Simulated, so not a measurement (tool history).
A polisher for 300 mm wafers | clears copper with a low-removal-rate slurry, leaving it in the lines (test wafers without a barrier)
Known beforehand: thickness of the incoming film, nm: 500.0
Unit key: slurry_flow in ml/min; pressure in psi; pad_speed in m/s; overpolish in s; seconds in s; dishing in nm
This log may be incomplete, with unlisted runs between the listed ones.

run  hour  slurry_flow  pressure  pad_speed  slurry_solids  overpolish  seconds  dishing
  1     0          230       2.7       1.36              1          10   125.64   26.745
  2   5.4          260       2.7       1.36              1          10   127.02   26.471
  3   6.6          260       2.7       1.48              1          10   119.08   29.069
  4  15.1          260       2.7       1.74              1          10   107.52   29.588
  5    19          260       2.4       1.74              1          10   121.07   27.185
  6  24.6          260       2.7       1.74              1          10   106.77   31.037
  7  33.2          260       2.4       1.74              1          10    119.3     27.9
  8  40.4          260       2.1       1.74              1           9   138.42   22.684
  9  42.8          260         2       1.74              1           9   147.08   21.583

For run 10, what comes out?
 10  50.5          260       1.9       1.74              1           9        ?        ?

Run 10 measured seconds 150.1 s, dishing 20.002 nm.

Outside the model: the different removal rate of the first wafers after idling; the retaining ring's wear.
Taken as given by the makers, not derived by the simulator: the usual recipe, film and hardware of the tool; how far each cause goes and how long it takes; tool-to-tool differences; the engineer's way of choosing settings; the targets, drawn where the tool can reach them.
